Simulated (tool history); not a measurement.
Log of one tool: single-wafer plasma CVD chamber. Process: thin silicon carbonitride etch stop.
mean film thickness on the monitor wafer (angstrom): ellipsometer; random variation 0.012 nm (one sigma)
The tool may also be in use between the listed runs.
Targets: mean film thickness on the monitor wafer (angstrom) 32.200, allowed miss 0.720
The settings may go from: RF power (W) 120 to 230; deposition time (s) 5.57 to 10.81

run,hour,RF power (W),deposition time (s),mean film thickness on the monitor wafer (angstrom)
1,0.0,175,8.19,47.414
2,1.5,175,8.86,51.387
3,7.5,175,8.34,48.263
4,10.7,160,7.47,42.095
5,12.9,150,6.93,38.145
6,14.4,130,6.93,36.375
7,16.0,125,6.68,34.726
8,18.6,125,6.52,34.091
9,23.1,125,6.41,33.491
10,32.0,125,6.34,32.939

Which of these 4 next moves meets every target?
A,40.9,130,6.10,?
B,40.9,125,6.51,?
C,40.9,125,6.46,?
D,40.9,140,6.24,?

move,mean film thickness on the monitor wafer (angstrom)
A,32.307
B,34.056
C,33.794
D,33.825
A: meets every target
B: further off than the last run
C: further off than the last run
D: further off than the last run
Answer: A

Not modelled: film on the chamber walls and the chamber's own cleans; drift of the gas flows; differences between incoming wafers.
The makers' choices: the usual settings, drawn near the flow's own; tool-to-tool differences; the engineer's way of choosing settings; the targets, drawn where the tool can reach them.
